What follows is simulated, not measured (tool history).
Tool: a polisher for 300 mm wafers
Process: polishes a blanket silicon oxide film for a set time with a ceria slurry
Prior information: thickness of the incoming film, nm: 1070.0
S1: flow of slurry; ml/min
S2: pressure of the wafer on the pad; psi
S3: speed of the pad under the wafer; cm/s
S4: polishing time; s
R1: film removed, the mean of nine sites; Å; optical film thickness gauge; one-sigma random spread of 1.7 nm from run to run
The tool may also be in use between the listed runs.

run,hour,S1,S2,S3,S4,R1
1,0.0,205,3.8,122,52,4047.5
2,7.1,200,3.2,120,52,3326.4
3,15.3,200,3.9,120,52,4021.3
4,17.7,200,3.5,120,52,3603.8
5,18.4,200,4.1,120,52,4224.2
6,24.2,200,3.4,120,52,3545.3
7,32.9,195,2.9,120,52,3055.3

Run 8 comes next. What will it give?
8,40.7,190,2.6,120,52,?

{"run 8": {"R1": 2719.4}}
